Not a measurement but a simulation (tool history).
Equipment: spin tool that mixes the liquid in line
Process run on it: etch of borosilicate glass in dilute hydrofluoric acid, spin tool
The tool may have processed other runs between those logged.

run,hour,temperature setpoint of the liquid (°C),parts of water to one part of 49 % hydrofluoric acid (parts by volume),time under the liquid (s),thickness taken off the borosilicate glass on a monitor wafer (angstrom)
1,0.0,26.0,210,90,80.954
2,1.1,26.0,210,70,62.020
3,7.5,26.0,250,70,50.906
4,12.4,23.0,250,70,45.057
5,19.0,26.0,230,70,56.514
6,27.4,26.0,230,90,72.758
7,31.4,28.0,230,90,78.020

Forecast run 8:
8,34.8,29.5,230,90,?

thickness taken off the borosilicate glass on a monitor wafer (angstrom): 83.434

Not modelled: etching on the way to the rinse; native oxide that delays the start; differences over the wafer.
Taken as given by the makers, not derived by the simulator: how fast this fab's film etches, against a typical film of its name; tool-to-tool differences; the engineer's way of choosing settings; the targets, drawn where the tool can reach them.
